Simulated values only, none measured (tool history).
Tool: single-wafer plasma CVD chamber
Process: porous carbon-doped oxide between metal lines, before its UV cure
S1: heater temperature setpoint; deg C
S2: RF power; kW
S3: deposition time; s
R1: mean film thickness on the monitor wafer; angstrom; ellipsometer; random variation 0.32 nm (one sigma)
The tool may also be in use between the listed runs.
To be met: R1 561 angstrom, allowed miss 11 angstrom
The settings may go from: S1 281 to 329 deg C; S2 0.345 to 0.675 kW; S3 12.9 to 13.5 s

Run 1, hour 0: S1 305 deg C, S2 0.51 kW, S3 13.5 s. Result: R1 715.57 angstrom.
Run 2, hour 2.3: S1 310 deg C, S2 0.485 kW, S3 13.4 s. Result: R1 669.76 angstrom.
Run 3, hour 5.7: S1 314 deg C, S2 0.485 kW, S3 13.4 s. Result: R1 662.87 angstrom.
Run 4, hour 12: S1 314 deg C, S2 0.485 kW, S3 13.5 s. Result: R1 669.58 angstrom.
Run 5, hour 15.6: S1 322 deg C, S2 0.485 kW, S3 13.5 s. Result: R1 637.2 angstrom.
Run 6, hour 17.7: S1 329 deg C, S2 0.485 kW, S3 13.5 s. Result: R1 617.2 angstrom.
Run 7, hour 24.3: S1 329 deg C, S2 0.465 kW, S3 13.5 s. Result: R1 603.47 angstrom.
Run 8, hour 25.5: S1 329 deg C, S2 0.45 kW, S3 13.5 s. Result: R1 593.8 angstrom.
Run 9, hour 29.7: S1 329 deg C, S2 0.44 kW, S3 13.5 s. Result: R1 588.08 angstrom.
Run 10, hour 32.7: S1 329 deg C, S2 0.43 kW, S3 13.5 s. Result: R1 578.06 angstrom.

4 next moves are on the table. One of them brings every result within its allowed miss. Which?
Run A, hour 35.7: S1 329 deg C, S2 0.42 kW, S3 12.9 s. Result: R1 ?.
Run B, hour 35.7: S1 324 deg C, S2 0.43 kW, S3 12.9 s. Result: R1 ?.
Run C, hour 35.7: S1 314 deg C, S2 0.355 kW, S3 13.5 s. Result: R1 ?.
Run D, hour 35.7: S1 326 deg C, S2 0.415 kW, S3 12.9 s. Result: R1 ?.

move      R1
   A  540.33
   B  561.43
   C     539
   D  543.03
A: takes the result that was furthest off past its target
B: meets every target
C: takes the result that was furthest off past its target
D: takes the result that was furthest off past its target
Answer: B
